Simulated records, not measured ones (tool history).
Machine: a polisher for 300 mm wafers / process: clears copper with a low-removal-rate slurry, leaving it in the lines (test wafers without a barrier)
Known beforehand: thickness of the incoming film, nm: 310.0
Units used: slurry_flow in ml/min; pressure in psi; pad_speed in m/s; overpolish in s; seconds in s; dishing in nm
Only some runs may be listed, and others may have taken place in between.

run,day,slurry_flow,pressure,pad_speed,slurry_solids,overpolish,seconds,dishing
1,0,230,2.8,0.92,1,17,107.11,26.256
2,0.212,230,2.8,0.92,1.15,17,106.69,26.787
3,0.288,230,2.9,0.92,1.15,17,103.12,27.139
4,0.458,230,2.9,0.82,1.15,17,112.74,24.456
5,0.525,230,2.9,0.82,1.15,12,113.39,19.025
6,0.846,230,2.9,0.82,0.95,12,115.87,17.679
7,0.958,250,3.7,0.82,1.2,20,87.129,32.963
8,1.304,250,3.8,0.82,1.2,20,86.255,33.551
9,1.433,250,3.9,0.82,1.2,20,83.97,35.281
10,1.788,255,4.2,0.82,1.2,20,76.914,37.45

Run 11 comes next. What will it give?
11,1.983,255,4.3,0.82,1.2,20,?,?

seconds: 77.283 s
dishing: 38.493 nm

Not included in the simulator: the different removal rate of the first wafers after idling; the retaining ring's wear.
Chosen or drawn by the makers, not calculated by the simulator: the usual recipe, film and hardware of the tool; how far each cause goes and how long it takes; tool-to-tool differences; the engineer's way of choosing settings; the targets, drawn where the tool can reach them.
